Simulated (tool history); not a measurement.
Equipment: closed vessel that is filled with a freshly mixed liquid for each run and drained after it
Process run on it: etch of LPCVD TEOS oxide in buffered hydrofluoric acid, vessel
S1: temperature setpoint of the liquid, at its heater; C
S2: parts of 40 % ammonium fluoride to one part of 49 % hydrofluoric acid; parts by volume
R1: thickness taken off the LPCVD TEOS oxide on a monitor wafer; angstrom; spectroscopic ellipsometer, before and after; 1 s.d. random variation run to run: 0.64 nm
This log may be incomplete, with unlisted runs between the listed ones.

{"run": 1, "hour": 0.0, "S1": 24, "S2": 23.5, "time in the liquid (s)": 35, "R1": 330.36}
{"run": 2, "hour": 1.4, "S1": 26.5, "S2": 20, "time in the liquid (s)": 35, "R1": 427.69}
{"run": 3, "hour": 5.4, "S1": 24.5, "S2": 20, "time in the liquid (s)": 35, "R1": 380.02}
{"run": 4, "hour": 9.1, "S1": 24.5, "S2": 20, "time in the liquid (s)": 35, "R1": 378.01}
{"run": 5, "hour": 13.8, "S1": 24.5, "S2": 16.5, "time in the liquid (s)": 35, "R1": 457.09}
{"run": 6, "hour": 21.1, "S1": 26.5, "S2": 15.5, "time in the liquid (s)": 35, "R1": 537.2}
{"run": 7, "hour": 26.5, "S1": 28, "S2": 15.5, "time in the liquid (s)": 35, "R1": 593.42}
{"run": 8, "hour": 28.2, "S1": 29, "S2": 15.5, "time in the liquid (s)": 35, "R1": 617.07}
{"run": 9, "hour": 35.6, "S1": 29.5, "S2": 15.5, "time in the liquid (s)": 35, "R1": 641.14}
{"run": 10, "hour": 40.7, "S1": 30, "S2": 15.5, "time in the liquid (s)": 35, "R1": 654.79}

Expected results for the next run?
{"run": 11, "hour": 46.7, "S1": 30.5, "S2": 15.5, "time in the liquid (s)": 35, "R1": "?"}

R1: 665.7 angstrom

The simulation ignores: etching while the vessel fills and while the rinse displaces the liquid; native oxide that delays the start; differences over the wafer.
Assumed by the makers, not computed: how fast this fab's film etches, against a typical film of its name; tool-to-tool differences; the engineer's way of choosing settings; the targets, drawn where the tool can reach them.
